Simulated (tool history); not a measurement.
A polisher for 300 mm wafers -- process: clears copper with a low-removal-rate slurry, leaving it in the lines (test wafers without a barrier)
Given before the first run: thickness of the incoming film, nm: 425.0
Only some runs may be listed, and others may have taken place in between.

run  hour  flow of slurry (ml/min)  pressure of the wafer on the pad (kPa)  speed of the pad under the wafer (m/s)  abrasive content of the slurry  overpolish time after the end point (s)  time until the end point was called (s)  dishing of a wide line in a test structure (nm)
  1     0                      285                                    25.5                                     1.1                               1                                       15                                   97.853                                           26.397
  2   1.2                      285                                    24.8                                     1.1                               1                                       15                                   98.589                                           25.468
  3   6.6                      285                                    24.1                                     1.1                               1                                       16                                   101.39                                           25.781
  4   7.4                      220                                    24.1                                     1.1                               1                                       16                                   101.41                                           26.271
  5  14.3                      220                                    24.1                                     1.1                               1                                       22                                   98.875                                           28.209
  6    17                      220                                    24.1                                     1.1                             1.1                                       22                                   100.93                                           27.929
  7  22.2                      220                                    23.4                                     1.1                             1.1                                       22                                   101.74                                           27.688
  8  26.3                      220                                    22.8                                     1.1                             1.1                                       22                                   103.98                                           28.899
  9  31.8                      220                                    22.1                                     1.1                             1.1                                       21                                      108                                           27.456

Run 10 has not been measured yet. What should we expect?
 10  33.1                      220                                    21.4                                     1.1                             1.1                                       21                                        ?                                                ?

time until the end point was called (s): 110.98
dishing of a wide line in a test structure (nm): 26.686
